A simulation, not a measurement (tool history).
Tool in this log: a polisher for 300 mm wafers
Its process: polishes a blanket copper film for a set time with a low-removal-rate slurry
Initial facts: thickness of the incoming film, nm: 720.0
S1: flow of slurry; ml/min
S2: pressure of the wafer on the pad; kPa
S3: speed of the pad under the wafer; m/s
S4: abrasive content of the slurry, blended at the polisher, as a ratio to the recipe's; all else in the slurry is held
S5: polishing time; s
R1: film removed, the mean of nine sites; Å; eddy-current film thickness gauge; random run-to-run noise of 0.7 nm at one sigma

{"run": 1, "hour": 0.0, "S1": 125, "S2": 15.9, "S3": 1.42, "S4": 1.0, "S5": 23, "R1": 796.26}
{"run": 2, "hour": 3.3, "S1": 125, "S2": 15.9, "S3": 1.42, "S4": 0.9, "S5": 23, "R1": 773.33}
{"run": 3, "hour": 3.9, "S1": 125, "S2": 15.9, "S3": 1.42, "S4": 0.9, "S5": 21, "R1": 696.48}
{"run": 4, "hour": 11.4, "S1": 125, "S2": 15.2, "S3": 1.42, "S4": 0.9, "S5": 21, "R1": 675.2}
{"run": 5, "hour": 15.1, "S1": 125, "S2": 17.9, "S3": 1.42, "S4": 0.9, "S5": 21, "R1": 776.72}
{"run": 6, "hour": 24.0, "S1": 125, "S2": 17.9, "S3": 1.42, "S4": 0.9, "S5": 21, "R1": 779.95}
{"run": 7, "hour": 26.7, "S1": 125, "S2": 17.2, "S3": 1.42, "S4": 0.9, "S5": 21, "R1": 752.75}

For run 8, what comes out?
{"run": 8, "hour": 32.4, "S1": 125, "S2": 16.5, "S3": 1.42, "S4": 0.9, "S5": 21, "R1": "?"}

R1: 715.15 Å
